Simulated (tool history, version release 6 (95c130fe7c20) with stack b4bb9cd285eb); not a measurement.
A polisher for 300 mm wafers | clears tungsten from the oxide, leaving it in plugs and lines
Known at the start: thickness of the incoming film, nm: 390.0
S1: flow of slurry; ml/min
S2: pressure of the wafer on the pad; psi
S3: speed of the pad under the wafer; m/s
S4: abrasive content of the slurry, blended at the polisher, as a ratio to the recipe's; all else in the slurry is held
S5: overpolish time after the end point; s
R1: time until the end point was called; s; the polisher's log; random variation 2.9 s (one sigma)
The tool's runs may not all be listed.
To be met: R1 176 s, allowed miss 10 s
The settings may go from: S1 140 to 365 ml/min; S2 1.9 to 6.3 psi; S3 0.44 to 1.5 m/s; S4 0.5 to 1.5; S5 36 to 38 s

run  hour   S1   S2    S3    S4  S5      R1
  1     0  235  4.1  0.96     1  36  73.483
  2   3.2  235  3.7   0.9     1  36  83.969
  3    12  235  3.4  0.82     1  36  93.566
  4  18.9  235    4  0.82     1  36  82.427
  5    26  235  3.6  0.74     1  36  98.487
  6  29.2  235  3.6  0.74  1.15  36  93.511
  7    38  235  3.3  0.68  1.15  36  109.87
  8  41.6  235    3  0.66  1.15  36  121.13
  9  43.4  235  2.8  0.64  1.15  36  128.16
 10  50.9  230  1.9   0.5  1.15  36  216.37
 11  54.7  230    2   0.5  1.15  36  200.44
 12  59.5  230  2.1   0.5  1.15  36  195.97

5 next moves are on the table. One of them brings every result within its allowed miss. Which?
  A  64.3  160  2.1   0.5   1.1  36   ?
  B  64.3  225  2.6  0.52  1.15  37   ?
  C  64.3  205  2.3  0.52   1.3  36   ?
  D  64.3  230  2.5  0.64   0.9  38   ?
  E  64.3  185  2.1  0.52   1.1  37   ?

move      R1
   A  204.74
   B  154.82
   C  172.83
   D  150.43
   E  196.24
A: further off than the last run
B: takes the result that was furthest off past its target
C: meets every target
D: takes the result that was furthest off past its target
E: as far off as the last run
Move C is the one to make.
